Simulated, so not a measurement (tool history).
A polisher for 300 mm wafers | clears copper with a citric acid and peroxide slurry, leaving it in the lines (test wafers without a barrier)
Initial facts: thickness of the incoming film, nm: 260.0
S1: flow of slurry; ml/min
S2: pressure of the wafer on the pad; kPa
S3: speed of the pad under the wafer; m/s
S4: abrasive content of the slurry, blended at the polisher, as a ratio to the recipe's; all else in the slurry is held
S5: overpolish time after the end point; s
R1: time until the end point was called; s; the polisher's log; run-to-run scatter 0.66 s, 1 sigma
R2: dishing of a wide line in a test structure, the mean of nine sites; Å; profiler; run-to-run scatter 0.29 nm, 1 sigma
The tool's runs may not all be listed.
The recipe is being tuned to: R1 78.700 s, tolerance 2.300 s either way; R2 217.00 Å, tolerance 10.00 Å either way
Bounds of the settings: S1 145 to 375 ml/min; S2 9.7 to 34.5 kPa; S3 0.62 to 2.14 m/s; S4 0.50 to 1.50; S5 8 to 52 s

run,day,S1,S2,S3,S4,S5,R1,R2
1,0.000,240,22.1,1.38,1.00,26,90.827,543.78
2,0.200,240,16.5,1.38,1.00,26,110.410,455.18
3,0.279,240,11.0,1.38,1.00,26,135.530,381.39
4,0.375,245,11.7,1.50,1.00,22,121.210,365.08
5,0.517,275,11.0,1.64,0.90,19,117.560,329.16
6,0.854,300,11.7,1.76,0.80,16,107.320,302.24
7,1.146,320,12.4,1.86,0.75,14,100.950,285.69
# day 1.408: slurry blender recalibrated
8,1.408,335,13.1,1.92,0.70,13,92.278,294.03
9,1.688,345,13.1,1.98,0.65,12,90.665,275.14

Of the 5 settings listed for the next run, only one would bring every result within its allowed miss of target. Which one?
A,1.967,350,14.5,2.10,0.70,8,?,?
B,1.967,305,13.1,2.14,0.80,14,?,?
C,1.967,275,11.0,1.74,0.60,23,?,?
D,1.967,370,10.3,1.88,0.70,19,?,?
E,1.967,340,11.7,1.90,0.60,15,?,?

move,R1,R2
A,79.738,215.06
B,80.030,353.56
C,117.260,388.44
D,104.750,362.70
E,103.090,300.11
A: all results in spec
B: lands further from the targets than the last run did
C: lands further from the targets than the last run did
D: lands further from the targets than the last run did
E: lands further from the targets than the last run did
Correct choice: A, which meets every target
